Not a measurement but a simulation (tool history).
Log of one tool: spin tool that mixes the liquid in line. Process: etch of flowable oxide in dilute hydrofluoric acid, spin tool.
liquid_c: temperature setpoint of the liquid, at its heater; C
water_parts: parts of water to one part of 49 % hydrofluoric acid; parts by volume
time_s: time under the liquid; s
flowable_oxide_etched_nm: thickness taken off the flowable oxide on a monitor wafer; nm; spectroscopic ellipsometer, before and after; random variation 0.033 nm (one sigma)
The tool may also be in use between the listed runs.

Run 1, hour 0: liquid_c 22 C, water_parts 205 parts by volume, time_s 80 s. Result: flowable_oxide_etched_nm 7.2879 nm.
Run 2, hour 4.6: liquid_c 21 C, water_parts 205 parts by volume, time_s 80 s. Result: flowable_oxide_etched_nm 7.0931 nm.
Run 3, hour 12.1: liquid_c 18 C, water_parts 205 parts by volume, time_s 80 s. Result: flowable_oxide_etched_nm 6.264 nm.
Run 4, hour 18.6: liquid_c 21.5 C, water_parts 205 parts by volume, time_s 80 s. Result: flowable_oxide_etched_nm 7.164 nm.
Run 5, hour 24.1: liquid_c 20.5 C, water_parts 210 parts by volume, time_s 80 s. Result: flowable_oxide_etched_nm 6.7547 nm.
Run 6, hour 27.7: liquid_c 23.5 C, water_parts 210 parts by volume, time_s 80 s. Result: flowable_oxide_etched_nm 7.584 nm.
Run 7, hour 28.5: liquid_c 22 C, water_parts 210 parts by volume, time_s 80 s. Result: flowable_oxide_etched_nm 7.2418 nm.

Run 8 comes next. What will it give?
Run 8, hour 36: liquid_c 21 C, water_parts 210 parts by volume, time_s 80 s. Result: flowable_oxide_etched_nm ?.

Run 8 gave flowable_oxide_etched_nm 6.8603 nm.
